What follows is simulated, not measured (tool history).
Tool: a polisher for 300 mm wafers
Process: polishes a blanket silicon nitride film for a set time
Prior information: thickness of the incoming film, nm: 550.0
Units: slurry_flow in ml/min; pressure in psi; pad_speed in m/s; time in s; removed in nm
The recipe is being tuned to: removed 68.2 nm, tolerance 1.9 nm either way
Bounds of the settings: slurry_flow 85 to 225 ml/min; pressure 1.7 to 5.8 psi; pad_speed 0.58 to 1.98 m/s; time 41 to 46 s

run 1 hour=0 | slurry_flow=145 pressure=3.7 pad_speed=1.28 time=46 | removed=107.53
run 2 hour=4.7 | slurry_flow=140 pressure=3.4 pad_speed=1.28 time=46 | removed=98.434
run 3 hour=6.5 | slurry_flow=135 pressure=3.1 pad_speed=1.28 time=46 | removed=89.317
run 4 hour=12.6 | slurry_flow=130 pressure=2.9 pad_speed=1.28 time=46 | removed=84.078
run 5 hour=13.8 | slurry_flow=130 pressure=2.9 pad_speed=1.06 time=46 | removed=73.011
run 6 hour=16.8 | slurry_flow=130 pressure=2.9 pad_speed=1.28 time=46 | removed=85.115
run 7 hour=21.2 | slurry_flow=125 pressure=2.7 pad_speed=1.28 time=46 | removed=79.018
run 8 hour=22.1 | slurry_flow=120 pressure=2.6 pad_speed=1.28 time=46 | removed=76.274
run 9 hour=24.6 | slurry_flow=115 pressure=2.5 pad_speed=1.28 time=46 | removed=72.74
run 10 hour=25.6 | slurry_flow=110 pressure=2.5 pad_speed=1.28 time=46 | removed=71.022
run 11 hour=29.2 | slurry_flow=110 pressure=2.5 pad_speed=1.28 time=46 | removed=71.649
run 12 hour=33.7 | slurry_flow=100 pressure=2.3 pad_speed=1.28 time=46 | removed=63.749
run 13 hour=39.5 | slurry_flow=105 pressure=2.3 pad_speed=1.28 time=46 | removed=66.013

Which of these 5 next moves meets every target?
run A hour=45.3 | slurry_flow=135 pressure=2.4 pad_speed=1.26 time=41 | removed=?
run B hour=45.3 | slurry_flow=100 pressure=2.6 pad_speed=1.28 time=44 | removed=?
run C hour=45.3 | slurry_flow=115 pressure=2.3 pad_speed=1.34 time=41 | removed=?
run D hour=45.3 | slurry_flow=130 pressure=2.1 pad_speed=1.36 time=43 | removed=?
run E hour=45.3 | slurry_flow=90 pressure=2.2 pad_speed=1.32 time=46 | removed=?

move=A removed=63.199
move=B removed=66.684
move=C removed=61.263
move=D removed=62.758
move=E removed=59.98
A: moves away from the targets compared with the last run
B: hits every target within its allowed miss
C: moves away from the targets compared with the last run
D: moves away from the targets compared with the last run
E: moves away from the targets compared with the last run
The move that meets every target is B.
